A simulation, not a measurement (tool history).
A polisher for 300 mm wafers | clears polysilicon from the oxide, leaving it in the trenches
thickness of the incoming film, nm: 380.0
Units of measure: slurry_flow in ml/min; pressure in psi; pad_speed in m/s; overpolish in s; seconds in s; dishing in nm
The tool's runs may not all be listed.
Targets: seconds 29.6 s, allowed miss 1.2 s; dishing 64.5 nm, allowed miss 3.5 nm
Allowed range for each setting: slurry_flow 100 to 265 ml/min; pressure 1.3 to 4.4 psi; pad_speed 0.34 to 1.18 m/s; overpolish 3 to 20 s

{"run": 1, "day": 0.0, "slurry_flow": 170, "pressure": 2.8, "pad_speed": 0.76, "overpolish": 10, "seconds": 41.459, "dishing": 53.189}
{"run": 2, "day": 0.267, "slurry_flow": 170, "pressure": 2.8, "pad_speed": 0.84, "overpolish": 10, "seconds": 38.032, "dishing": 52.456}
{"run": 3, "day": 0.633, "slurry_flow": 200, "pressure": 2.8, "pad_speed": 0.84, "overpolish": 10, "seconds": 36.627, "dishing": 53.295}
{"run": 4, "day": 0.946, "slurry_flow": 200, "pressure": 2.2, "pad_speed": 0.84, "overpolish": 10, "seconds": 45.263, "dishing": 51.099}
{"run": 5, "day": 1.112, "slurry_flow": 200, "pressure": 2.2, "pad_speed": 0.84, "overpolish": 12, "seconds": 44.236, "dishing": 54.35}
{"run": 6, "day": 1.325, "slurry_flow": 200, "pressure": 2.2, "pad_speed": 0.84, "overpolish": 16, "seconds": 43.401, "dishing": 60.697}
{"run": 7, "day": 1.567, "slurry_flow": 205, "pressure": 2.5, "pad_speed": 0.84, "overpolish": 15, "seconds": 39.54, "dishing": 60.685}
{"run": 8, "day": 1.862, "slurry_flow": 205, "pressure": 2.7, "pad_speed": 0.84, "overpolish": 15, "seconds": 37.877, "dishing": 63.06}

4 next moves are on the table. One of them brings every result within its allowed miss. Which?
{"run": "A", "day": 2.158, "slurry_flow": 230, "pressure": 2.6, "pad_speed": 0.68, "overpolish": 17, "seconds": "?", "dishing": "?"}
{"run": "B", "day": 2.158, "slurry_flow": 240, "pressure": 3.2, "pad_speed": 0.92, "overpolish": 14, "seconds": "?", "dishing": "?"}
{"run": "C", "day": 2.158, "slurry_flow": 225, "pressure": 2.6, "pad_speed": 0.66, "overpolish": 19, "seconds": "?", "dishing": "?"}
{"run": "D", "day": 2.158, "slurry_flow": 205, "pressure": 2.1, "pad_speed": 0.78, "overpolish": 18, "seconds": "?", "dishing": "?"}

move=A seconds=46.366 dishing=61.32
move=B seconds=29.46 dishing=64.797
move=C seconds=47.852 dishing=62.538
move=D seconds=47.895 dishing=61.712
A: its largest miss is bigger than the last run's
B: meets every target
C: its largest miss is bigger than the last run's
D: its largest miss is bigger than the last run's
So the answer is move B, the one that meets all the targets.

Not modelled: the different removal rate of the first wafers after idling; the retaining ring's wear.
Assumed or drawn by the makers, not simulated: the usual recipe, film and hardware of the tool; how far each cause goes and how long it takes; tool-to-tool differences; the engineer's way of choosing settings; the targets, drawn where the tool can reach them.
